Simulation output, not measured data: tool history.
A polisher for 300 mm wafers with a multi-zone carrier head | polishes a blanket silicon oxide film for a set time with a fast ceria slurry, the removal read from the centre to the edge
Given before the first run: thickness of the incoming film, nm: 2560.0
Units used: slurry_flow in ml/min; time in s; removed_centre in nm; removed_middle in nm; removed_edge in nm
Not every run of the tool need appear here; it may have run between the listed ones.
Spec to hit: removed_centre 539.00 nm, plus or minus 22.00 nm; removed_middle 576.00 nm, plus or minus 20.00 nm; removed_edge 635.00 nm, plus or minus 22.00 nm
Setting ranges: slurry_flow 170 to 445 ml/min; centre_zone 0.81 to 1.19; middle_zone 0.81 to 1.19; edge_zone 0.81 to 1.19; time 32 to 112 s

run,hour,slurry_flow,centre_zone,middle_zone,edge_zone,time,removed_centre,removed_middle,removed_edge
1,0.0,285,1.00,1.00,1.00,72,802.65,798.27,740.46
2,3.1,280,0.97,0.98,1.01,70,727.54,775.84,729.90
3,7.5,280,0.97,0.98,0.94,70,738.27,762.78,696.40
4,11.3,275,0.96,0.96,0.95,69,719.86,735.80,706.11
5,19.9,215,0.96,0.96,0.95,69,700.08,717.85,691.19
# hour 20.8: edge zone pressure recalibrated
6,20.8,215,0.96,0.99,0.95,69,708.41,723.78,718.44
7,29.6,210,0.95,0.97,0.96,68,682.75,707.66,705.67
8,36.2,205,0.94,0.95,0.95,67,672.64,688.17,688.90
9,43.4,200,0.93,0.94,0.95,66,651.01,675.17,676.07
10,46.9,195,0.92,0.92,0.96,65,640.71,663.21,673.39
11,54.2,180,0.82,0.82,1.00,57,484.04,519.88,590.90
12,61.1,180,0.83,0.83,1.01,57,497.62,519.78,598.48
13,62.7,180,0.83,0.84,1.01,57,503.87,531.08,606.37
14,64.9,180,0.83,0.85,1.01,57,496.97,531.92,584.21
15,65.7,180,0.83,0.85,1.01,57,497.73,532.37,594.12
16,69.9,180,0.83,0.86,1.02,57,501.67,530.23,596.15
17,75.6,220,0.85,0.93,1.08,60,547.97,610.69,653.71
18,79.0,220,0.85,0.92,1.08,60,548.60,606.66,662.94

Consider the 4 candidate settings below. Which is the only one whose results all fall within their allowed miss of target?
A,82.4,275,0.83,0.97,1.04,58,?,?,?
B,82.4,265,0.88,1.01,1.14,55,?,?,?
C,82.4,205,0.92,0.88,1.05,59,?,?,?
D,82.4,180,0.92,0.97,1.19,57,?,?,?

move,removed_centre,removed_middle,removed_edge
A,524.10,631.34,642.55
B,522.73,614.81,636.04
C,565.31,577.64,641.45
D,535.96,589.72,651.48
A: misses by more than the last run did
B: misses by more than the last run did
C: the furthest-off result lands on target, but another misses its tolerance
D: all results in spec
The move that meets every target is D.
